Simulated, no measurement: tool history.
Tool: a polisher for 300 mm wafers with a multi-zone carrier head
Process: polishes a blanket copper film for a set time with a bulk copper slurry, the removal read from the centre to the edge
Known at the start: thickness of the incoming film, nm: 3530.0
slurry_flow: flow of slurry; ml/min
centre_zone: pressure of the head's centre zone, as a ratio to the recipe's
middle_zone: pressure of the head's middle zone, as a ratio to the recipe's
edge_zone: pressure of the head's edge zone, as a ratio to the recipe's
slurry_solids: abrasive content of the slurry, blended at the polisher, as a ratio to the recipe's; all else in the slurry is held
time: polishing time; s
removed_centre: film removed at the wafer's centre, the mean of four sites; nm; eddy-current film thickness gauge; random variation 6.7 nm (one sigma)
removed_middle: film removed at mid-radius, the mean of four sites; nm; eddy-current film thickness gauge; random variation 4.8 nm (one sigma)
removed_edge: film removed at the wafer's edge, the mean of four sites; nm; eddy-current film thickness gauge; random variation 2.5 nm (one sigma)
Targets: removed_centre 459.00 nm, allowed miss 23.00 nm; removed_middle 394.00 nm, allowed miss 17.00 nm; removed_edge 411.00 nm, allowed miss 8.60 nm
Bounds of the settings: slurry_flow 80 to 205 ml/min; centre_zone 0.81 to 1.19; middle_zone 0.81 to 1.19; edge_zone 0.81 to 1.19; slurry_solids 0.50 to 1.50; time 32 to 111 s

Run 1, hour 0.0: slurry_flow 135 ml/min, centre_zone 1.00, middle_zone 1.00, edge_zone 1.00, slurry_solids 1.00, time 71 s. Result: removed_centre 580.82 nm, removed_middle 556.73 nm, removed_edge 585.05 nm.
Run 2, hour 6.7: slurry_flow 135 ml/min, centre_zone 1.00, middle_zone 1.00, edge_zone 1.05, slurry_solids 1.00, time 71 s. Result: removed_centre 576.02 nm, removed_middle 566.18 nm, removed_edge 594.93 nm.
Run 3, hour 10.0: slurry_flow 135 ml/min, centre_zone 1.00, middle_zone 1.00, edge_zone 1.08, slurry_solids 1.00, time 71 s. Result: removed_centre 579.89 nm, removed_middle 561.51 nm, removed_edge 603.97 nm.
Run 4, hour 10.9: slurry_flow 130 ml/min, centre_zone 1.01, middle_zone 0.99, edge_zone 1.05, slurry_solids 0.90, time 69 s. Result: removed_centre 565.17 nm, removed_middle 534.34 nm, removed_edge 559.27 nm.
Run 5, hour 15.6: slurry_flow 130 ml/min, centre_zone 1.01, middle_zone 0.99, edge_zone 1.05, slurry_solids 0.90, time 83 s. Result: removed_centre 671.08 nm, removed_middle 625.08 nm, removed_edge 677.49 nm.
Run 6, hour 17.6: slurry_flow 130 ml/min, centre_zone 1.01, middle_zone 0.99, edge_zone 1.05, slurry_solids 1.00, time 83 s. Result: removed_centre 678.44 nm, removed_middle 668.22 nm, removed_edge 692.45 nm.
Run 7, hour 18.3: slurry_flow 130 ml/min, centre_zone 1.01, middle_zone 0.99, edge_zone 1.05, slurry_solids 1.00, time 83 s. Result: removed_centre 659.40 nm, removed_middle 643.64 nm, removed_edge 692.85 nm.
Run 8, hour 24.0: slurry_flow 125 ml/min, centre_zone 1.00, middle_zone 0.98, edge_zone 1.03, slurry_solids 0.90, time 80 s. Result: removed_centre 639.43 nm, removed_middle 610.00 nm, removed_edge 650.59 nm.
Run 9, hour 31.0: slurry_flow 120 ml/min, centre_zone 1.00, middle_zone 0.98, edge_zone 1.02, slurry_solids 0.85, time 76 s. Result: removed_centre 589.84 nm, removed_middle 562.13 nm, removed_edge 598.33 nm.
Run 10, hour 36.5: slurry_flow 115 ml/min, centre_zone 1.00, middle_zone 0.98, edge_zone 1.00, slurry_solids 0.80, time 74 s. Result: removed_centre 567.89 nm, removed_middle 548.85 nm, removed_edge 573.97 nm.
Run 11, hour 44.4: slurry_flow 115 ml/min, centre_zone 1.01, middle_zone 0.97, edge_zone 0.99, slurry_solids 0.75, time 71 s. Result: removed_centre 534.84 nm, removed_middle 513.16 nm, removed_edge 541.77 nm.
Run 12, hour 52.6: slurry_flow 115 ml/min, centre_zone 1.03, middle_zone 0.96, edge_zone 0.97, slurry_solids 0.70, time 69 s. Result: removed_centre 546.57 nm, removed_middle 493.02 nm, removed_edge 513.07 nm.
Run 13, hour 56.7: slurry_flow 115 ml/min, centre_zone 1.03, middle_zone 0.96, edge_zone 0.97, slurry_solids 0.70, time 69 s. Result: removed_centre 538.10 nm, removed_middle 489.28 nm, removed_edge 514.10 nm.

Which of these 4 next moves meets every target?
Run A, hour 60.8: slurry_flow 105 ml/min, centre_zone 1.12, middle_zone 1.15, edge_zone 0.87, slurry_solids 0.60, time 57 s. Result: removed_centre ?, removed_middle ?, removed_edge ?.
Run B, hour 60.8: slurry_flow 105 ml/min, centre_zone 1.16, middle_zone 1.03, edge_zone 0.94, slurry_solids 0.70, time 53 s. Result: removed_centre ?, removed_middle ?, removed_edge ?.
Run C, hour 60.8: slurry_flow 150 ml/min, centre_zone 1.19, middle_zone 0.96, edge_zone 0.97, slurry_solids 0.75, time 53 s. Result: removed_centre ?, removed_middle ?, removed_edge ?.
Run D, hour 60.8: slurry_flow 115 ml/min, centre_zone 1.11, middle_zone 0.97, edge_zone 0.97, slurry_solids 0.60, time 56 s. Result: removed_centre ?, removed_middle ?, removed_edge ?.

move  removed_centre  removed_middle  removed_edge
   A          464.59          453.50        392.64
   B          456.46          396.17        386.69
   C          505.44          402.81        413.24
   D          460.15          398.83        411.04
A: takes the result that was furthest off past its target
B: takes the result that was furthest off past its target
C: brings the result that was furthest off to its target, and leaves another outside
D: meets every target
Move D is the one to make.
